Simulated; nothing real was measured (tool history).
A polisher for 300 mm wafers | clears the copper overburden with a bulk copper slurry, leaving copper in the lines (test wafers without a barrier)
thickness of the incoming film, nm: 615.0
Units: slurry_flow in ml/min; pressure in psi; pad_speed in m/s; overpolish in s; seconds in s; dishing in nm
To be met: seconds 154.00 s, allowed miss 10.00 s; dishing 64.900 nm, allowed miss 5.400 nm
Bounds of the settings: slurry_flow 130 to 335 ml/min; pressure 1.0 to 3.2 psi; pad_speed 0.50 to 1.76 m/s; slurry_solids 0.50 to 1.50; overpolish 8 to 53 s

Run 1, hour 0.0: slurry_flow 215 ml/min, pressure 2.1 psi, pad_speed 1.12 m/s, slurry_solids 1.00, overpolish 27 s. Result: seconds 101.98 s, dishing 83.133 nm.
Run 2, hour 6.7: slurry_flow 215 ml/min, pressure 1.9 psi, pad_speed 1.10 m/s, slurry_solids 1.00, overpolish 28 s. Result: seconds 116.99 s, dishing 74.880 nm.
Run 3, hour 14.8: slurry_flow 215 ml/min, pressure 1.8 psi, pad_speed 1.10 m/s, slurry_solids 1.00, overpolish 29 s. Result: seconds 123.60 s, dishing 75.904 nm.
Run 4, hour 21.0: slurry_flow 215 ml/min, pressure 1.8 psi, pad_speed 1.10 m/s, slurry_solids 1.15, overpolish 29 s. Result: seconds 124.53 s, dishing 79.895 nm.
Run 5, hour 27.1: slurry_flow 215 ml/min, pressure 1.8 psi, pad_speed 1.10 m/s, slurry_solids 1.15, overpolish 18 s. Result: seconds 120.38 s, dishing 56.355 nm.
Run 6, hour 33.2: slurry_flow 215 ml/min, pressure 1.7 psi, pad_speed 1.08 m/s, slurry_solids 1.15, overpolish 20 s. Result: seconds 127.85 s, dishing 57.415 nm.
Run 7, hour 36.7: slurry_flow 215 ml/min, pressure 1.6 psi, pad_speed 1.08 m/s, slurry_solids 1.15, overpolish 22 s. Result: seconds 134.48 s, dishing 63.826 nm.
Run 8, hour 41.1: slurry_flow 215 ml/min, pressure 1.5 psi, pad_speed 1.08 m/s, slurry_solids 1.15, overpolish 22 s. Result: seconds 146.79 s, dishing 57.745 nm.
Run 9, hour 42.0: slurry_flow 215 ml/min, pressure 1.5 psi, pad_speed 1.08 m/s, slurry_solids 1.15, overpolish 23 s. Result: seconds 144.18 s, dishing 59.870 nm.
Run 10, hour 48.0: slurry_flow 215 ml/min, pressure 1.5 psi, pad_speed 1.08 m/s, slurry_solids 1.15, overpolish 23 s. Result: seconds 139.91 s, dishing 57.518 nm.

4 next moves are on the table. One of them brings every result within its allowed miss. Which?
Run A, hour 54.0: slurry_flow 265 ml/min, pressure 1.5 psi, pad_speed 1.06 m/s, slurry_solids 1.15, overpolish 18 s. Result: seconds ?, dishing ?.
Run B, hour 54.0: slurry_flow 195 ml/min, pressure 1.5 psi, pad_speed 1.00 m/s, slurry_solids 1.20, overpolish 28 s. Result: seconds ?, dishing ?.
Run C, hour 54.0: slurry_flow 215 ml/min, pressure 1.6 psi, pad_speed 1.24 m/s, slurry_solids 0.85, overpolish 24 s. Result: seconds ?, dishing ?.
Run D, hour 54.0: slurry_flow 305 ml/min, pressure 1.5 psi, pad_speed 1.26 m/s, slurry_solids 1.20, overpolish 22 s. Result: seconds ?, dishing ?.

move  seconds  dishing
   A   138.30   48.154
   B   149.68   62.030
   C   126.42   63.198
   D   115.76   62.668
A: further off than the last run
B: meets every target
C: further off than the last run
D: further off than the last run
Answer: B
